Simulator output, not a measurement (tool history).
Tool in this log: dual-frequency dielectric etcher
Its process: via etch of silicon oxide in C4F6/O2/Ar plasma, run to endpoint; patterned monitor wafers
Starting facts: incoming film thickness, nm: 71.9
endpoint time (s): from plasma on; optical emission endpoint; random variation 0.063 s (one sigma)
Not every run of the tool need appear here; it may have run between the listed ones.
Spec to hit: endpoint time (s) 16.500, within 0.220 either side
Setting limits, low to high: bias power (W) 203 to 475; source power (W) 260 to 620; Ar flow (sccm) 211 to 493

| run | day | bias power (W) | source power (W) | Ar flow (sccm) | endpoint time (s) |
|---|---|---|---|---|---|
| 1 | 0.000 | 339 | 440 | 352 | 18.668 |
| 2 | 0.317 | 339 | 480 | 352 | 17.856 |
| 3 | 0.342 | 348 | 480 | 352 | 17.906 |
| 4 | 0.525 | 359 | 480 | 352 | 17.798 |
| 5 | 0.692 | 359 | 480 | 384 | 18.009 |
| 6 | 0.879 | 359 | 540 | 384 | 17.129 |
| 7 | 1.008 | 364 | 540 | 384 | 16.937 |
| 8 | 1.275 | 367 | 540 | 384 | 16.916 |
| 9 | 1.375 | 370 | 540 | 384 | 16.906 |

Exercise: of the 5 proposed moves below, exactly one satisfies all targets within the stated allowed misses. Which move is it?
| A | 1.475 | 374 | 600 | 352 | ? |
| B | 1.475 | 393 | 520 | 332 | ? |
| C | 1.475 | 379 | 530 | 412 | ? |
| D | 1.475 | 360 | 550 | 363 | ? |
| E | 1.475 | 334 | 550 | 383 | ? |

| move | endpoint time (s) |
|---|---|
| A | 16.083 |
| B | 16.567 |
| C | 17.091 |
| D | 16.907 |
| E | 17.463 |
A: pushes the last run's worst result past its target
B: every result lands within tolerance
C: its largest miss is bigger than the last run's
D: neither nearer nor further off than the last run
E: its largest miss is bigger than the last run's
Correct choice: B, which meets every target
